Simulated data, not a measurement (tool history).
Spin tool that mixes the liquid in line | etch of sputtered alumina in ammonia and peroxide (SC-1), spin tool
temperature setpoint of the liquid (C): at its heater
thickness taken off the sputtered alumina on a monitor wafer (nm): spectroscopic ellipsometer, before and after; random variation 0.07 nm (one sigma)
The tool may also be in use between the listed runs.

| run | hour | temperature setpoint of the liquid (C) | parts of 29 % ammonia solution to one part of 30 % peroxide (parts by volume) | time under the liquid (s) | thickness taken off the sputtered alumina on a monitor wafer (nm) |
|---|---|---|---|---|---|
| 1 | 0.0 | 53.0 | 0.4 | 155 | 8.5143 |
| 2 | 7.7 | 54.0 | 0.4 | 155 | 8.9139 |
| 3 | 10.7 | 54.5 | 0.4 | 155 | 9.0257 |
| 4 | 12.3 | 54.5 | 0.4 | 155 | 9.1028 |
| 5 | 15.2 | 55.0 | 0.4 | 155 | 9.2495 |
| 6 | 20.3 | 55.5 | 0.4 | 155 | 9.6875 |
| 7 | 22.0 | 56.0 | 0.4 | 155 | 9.9609 |
| 8 | 23.7 | 56.5 | 0.4 | 155 | 10.0680 |
| 9 | 30.9 | 57.0 | 0.4 | 155 | 10.5530 |
| 10 | 33.8 | 57.5 | 0.4 | 155 | 10.6460 |
| 11 | 39.4 | 58.0 | 0.4 | 155 | 11.0410 |

Forecast run 12:
| 12 | 47.6 | 59.0 | 0.4 | 155 | ? |

thickness taken off the sputtered alumina on a monitor wafer (nm): 11.4720
